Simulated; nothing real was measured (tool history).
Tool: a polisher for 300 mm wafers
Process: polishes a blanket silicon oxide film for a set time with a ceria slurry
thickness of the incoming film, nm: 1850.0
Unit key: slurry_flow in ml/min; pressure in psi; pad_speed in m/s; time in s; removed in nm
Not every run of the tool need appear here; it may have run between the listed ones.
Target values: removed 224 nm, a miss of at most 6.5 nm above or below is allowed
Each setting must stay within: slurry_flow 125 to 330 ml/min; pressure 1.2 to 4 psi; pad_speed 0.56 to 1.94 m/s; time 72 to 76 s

run,hour,slurry_flow,pressure,pad_speed,time,removed
1,0,210,2.6,1.24,72,341.86
2,2.9,210,2.5,1.24,72,333.55
3,11.7,210,2.4,1.24,72,315.59
4,13.8,210,2.3,1.24,72,302.68
5,20.7,210,2.2,1.24,72,290.44
6,27,210,2.1,1.24,72,276.75
7,28.5,210,2.1,1.24,72,281.58
8,32.4,210,2,1.24,72,261.92
9,37.6,200,1.8,1.24,72,237.43

Pick the move, out of 5, that brings all results within their allowed miss; only one does.
A,42.8,210,1.7,1.24,74,?
B,42.8,200,1.8,1.2,75,?
C,42.8,165,1.8,1.16,76,?
D,42.8,215,1.8,1.12,72,?
E,42.8,220,1.5,1.5,72,?

move,removed
A,237.17
B,246.24
C,238.21
D,225.64
E,239.77
A: about the same distance from the targets as the last run
B: lands further from the targets than the last run did
C: lands further from the targets than the last run did
D: every result lands within tolerance
E: lands further from the targets than the last run did
So the answer is move D, the one that meets all the targets.
